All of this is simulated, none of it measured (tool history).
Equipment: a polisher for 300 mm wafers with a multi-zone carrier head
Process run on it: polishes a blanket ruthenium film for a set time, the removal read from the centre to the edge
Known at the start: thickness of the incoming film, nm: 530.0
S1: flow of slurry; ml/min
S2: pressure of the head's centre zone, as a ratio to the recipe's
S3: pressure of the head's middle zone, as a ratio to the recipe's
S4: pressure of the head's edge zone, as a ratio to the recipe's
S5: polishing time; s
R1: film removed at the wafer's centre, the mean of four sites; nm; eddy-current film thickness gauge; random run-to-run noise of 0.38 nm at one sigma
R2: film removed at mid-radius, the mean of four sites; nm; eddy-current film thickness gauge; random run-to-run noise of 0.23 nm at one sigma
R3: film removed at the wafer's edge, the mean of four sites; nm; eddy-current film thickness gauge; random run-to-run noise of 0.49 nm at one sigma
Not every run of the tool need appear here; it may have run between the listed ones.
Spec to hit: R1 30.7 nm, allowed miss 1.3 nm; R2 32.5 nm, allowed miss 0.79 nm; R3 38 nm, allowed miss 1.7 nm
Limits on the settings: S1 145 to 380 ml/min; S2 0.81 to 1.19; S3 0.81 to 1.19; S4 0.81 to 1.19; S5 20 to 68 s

run  hour   S1    S2    S3    S4  S5      R1      R2      R3
  1     0  245     1     1     1  44  49.973  50.555  50.181
  2     7  235  0.96  0.97     1  42    45.9  46.757  47.006
  3  10.5  235  0.96  0.97  0.95  42  47.171  47.338  45.725
  4  15.4  235  0.96   0.9  0.95  42  46.114  44.161  46.697
  5  17.5  230  0.93  0.89  0.97  40  41.504   41.62  44.548
  6  21.9  265  0.93  0.89  0.97  40  42.564  42.082  44.842
  7  23.4  260  0.91  0.87  0.98  39  40.413  40.251  44.126
  8  26.4  255  0.89  0.86  0.98  38  37.862  38.667  42.391
  9  34.4  250  0.88  0.85  0.99  37  37.413   37.55  41.991
 10  43.3  250  0.87  0.85     1  36  35.791  36.157  40.658
 11  47.7  245  0.86  0.85  1.01  35  33.784  35.501  40.122
 12  52.8  240  0.85  0.84  1.01  35  33.475  34.334  40.157
 13  54.6  230  0.84  0.84     1  35  32.927  35.325  39.448
 14  55.4  230  0.84  0.83     1  35  32.896  34.184  40.435
 15  61.8  230  0.84  0.83  0.99  35  33.693  34.112  38.851
 16    65  225  0.83  0.83     1  35  31.778  34.293  38.712
 17  67.2  220  0.83  0.83     1  35  32.185  34.268  38.599
 18  69.5  215  0.83  0.83  1.01  35  32.711  33.981  40.164

Pick the move, out of 4, that brings all results within their allowed miss; only one does.
  A  71.8  275  0.97  0.81  1.13  32   ?   ?   ?
  B  71.8  180  0.82  0.83  1.01  34   ?   ?   ?
  C  71.8  250  0.81   0.9  0.93  34   ?   ?   ?
  D  71.8  275  0.96  0.83  0.95  33   ?   ?   ?

move      R1      R2      R3
   A  35.471  31.127  38.756
   B   30.39   32.41   37.75
   C  31.147  35.801  37.154
   D  36.204  32.755  36.689
A: pushes the last run's worst result past its target
B: in spec on every target
C: further off than the last run
D: brings the result that was furthest off to its target, and leaves another outside
B is the move that brings every result within its allowed miss.
